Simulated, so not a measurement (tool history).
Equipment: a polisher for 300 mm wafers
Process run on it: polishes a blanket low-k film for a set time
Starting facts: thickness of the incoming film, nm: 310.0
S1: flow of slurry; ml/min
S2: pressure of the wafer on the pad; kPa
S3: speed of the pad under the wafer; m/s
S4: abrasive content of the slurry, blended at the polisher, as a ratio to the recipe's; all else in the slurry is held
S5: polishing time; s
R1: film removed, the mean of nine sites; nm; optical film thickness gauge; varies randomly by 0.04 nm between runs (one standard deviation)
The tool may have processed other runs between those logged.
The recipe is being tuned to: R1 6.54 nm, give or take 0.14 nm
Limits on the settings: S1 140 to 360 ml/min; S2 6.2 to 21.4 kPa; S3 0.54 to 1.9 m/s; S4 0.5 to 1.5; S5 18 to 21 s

{"run": 1, "hour": 0.0, "S1": 230, "S2": 13.8, "S3": 1.22, "S4": 1, "S5": 21, "R1": 8.6825}
{"run": 2, "hour": 7.9, "S1": 205, "S2": 13.8, "S3": 1.22, "S4": 1, "S5": 21, "R1": 8.5252}
{"run": 3, "hour": 10.6, "S1": 205, "S2": 13.8, "S3": 1.22, "S4": 1, "S5": 18, "R1": 7.1999}
{"run": 4, "hour": 16.8, "S1": 205, "S2": 13.8, "S3": 1.48, "S4": 1, "S5": 18, "R1": 8.4109}
{"run": 5, "hour": 19.9, "S1": 205, "S2": 13.8, "S3": 1.78, "S4": 1, "S5": 18, "R1": 9.5941}
{"run": 6, "hour": 23.6, "S1": 180, "S2": 13.8, "S3": 1.78, "S4": 1, "S5": 18, "R1": 9.437}
{"run": 7, "hour": 26.2, "S1": 175, "S2": 12.4, "S3": 1.78, "S4": 1, "S5": 18, "R1": 8.6772}
{"run": 8, "hour": 35.1, "S1": 170, "S2": 11, "S3": 1.78, "S4": 1, "S5": 18, "R1": 7.9428}
{"run": 9, "hour": 41.1, "S1": 165, "S2": 10.3, "S3": 1.78, "S4": 1, "S5": 18, "R1": 7.65}
{"run": 10, "hour": 47.5, "S1": 160, "S2": 9.7, "S3": 1.78, "S4": 1, "S5": 18, "R1": 7.1879}

Which of these 4 next moves meets every target?
{"run": "A", "hour": 53.9, "S1": 140, "S2": 9, "S3": 1.74, "S4": 0.85, "S5": 19, "R1": "?"}
{"run": "B", "hour": 53.9, "S1": 140, "S2": 8.3, "S3": 1.52, "S4": 1.25, "S5": 18, "R1": "?"}
{"run": "C", "hour": 53.9, "S1": 165, "S2": 7.6, "S3": 1.68, "S4": 0.8, "S5": 20, "R1": "?"}
{"run": "D", "hour": 53.9, "S1": 150, "S2": 9.7, "S3": 1.8, "S4": 1, "S5": 20, "R1": "?"}

move=A R1=6.5686
move=B R1=6.2052
move=C R1=6.1688
move=D R1=8.0232
A: in spec on every target
B: takes the biggest miss from the last run beyond its target
C: takes the biggest miss from the last run beyond its target
D: lands further from the targets than the last run did
Correct choice: A, which meets every target

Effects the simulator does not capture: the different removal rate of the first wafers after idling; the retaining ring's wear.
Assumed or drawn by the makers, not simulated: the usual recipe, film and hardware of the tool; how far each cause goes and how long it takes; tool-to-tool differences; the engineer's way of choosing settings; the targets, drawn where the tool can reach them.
